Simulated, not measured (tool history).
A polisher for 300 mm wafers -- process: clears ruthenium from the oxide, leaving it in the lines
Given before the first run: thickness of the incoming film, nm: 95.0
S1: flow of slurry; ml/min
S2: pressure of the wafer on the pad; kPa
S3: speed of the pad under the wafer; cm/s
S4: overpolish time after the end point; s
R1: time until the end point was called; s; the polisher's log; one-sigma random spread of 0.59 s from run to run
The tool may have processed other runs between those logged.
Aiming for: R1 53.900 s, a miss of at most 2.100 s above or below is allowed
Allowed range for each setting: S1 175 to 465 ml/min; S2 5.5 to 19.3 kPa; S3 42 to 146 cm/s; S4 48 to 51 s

| run | hour | S1 | S2 | S3 | S4 | R1 |
|---|---|---|---|---|---|---|
| 1 | 0.0 | 295 | 12.4 | 94 | 48 | 82.647 |
| 2 | 3.2 | 295 | 9.7 | 94 | 48 | 106.090 |
| 3 | 6.7 | 295 | 10.3 | 94 | 48 | 98.385 |
| 4 | 12.5 | 295 | 11.0 | 94 | 48 | 90.047 |
| 5 | 14.2 | 295 | 11.7 | 94 | 48 | 85.682 |
| 6 | 19.1 | 295 | 12.4 | 94 | 48 | 80.752 |
| 7 | 23.5 | 295 | 13.1 | 94 | 48 | 77.727 |
| 8 | 32.1 | 295 | 13.8 | 94 | 48 | 73.363 |
| 9 | 37.3 | 295 | 14.5 | 94 | 48 | 70.254 |
| 10 | 43.5 | 295 | 15.2 | 94 | 48 | 66.953 |
| 11 | 47.1 | 295 | 16.5 | 94 | 48 | 61.539 |

Below are 4 possible settings for the next run. Only one of them brings all results inside the allowed miss of their targets. Which is it?
| A | 50.7 | 345 | 14.5 | 110 | 51 | ? |
| B | 50.7 | 405 | 17.9 | 90 | 51 | ? |
| C | 50.7 | 290 | 15.9 | 86 | 48 | ? |
| D | 50.7 | 335 | 18.6 | 96 | 48 | ? |

| move | R1 |
|---|---|
| A | 58.655 |
| B | 57.201 |
| C | 69.157 |
| D | 52.499 |
A: moves toward the targets from the last run without getting all of them in spec
B: moves toward the targets from the last run without getting all of them in spec
C: lands further from the targets than the last run did
D: each result inside its tolerance
Move D is the one to make.

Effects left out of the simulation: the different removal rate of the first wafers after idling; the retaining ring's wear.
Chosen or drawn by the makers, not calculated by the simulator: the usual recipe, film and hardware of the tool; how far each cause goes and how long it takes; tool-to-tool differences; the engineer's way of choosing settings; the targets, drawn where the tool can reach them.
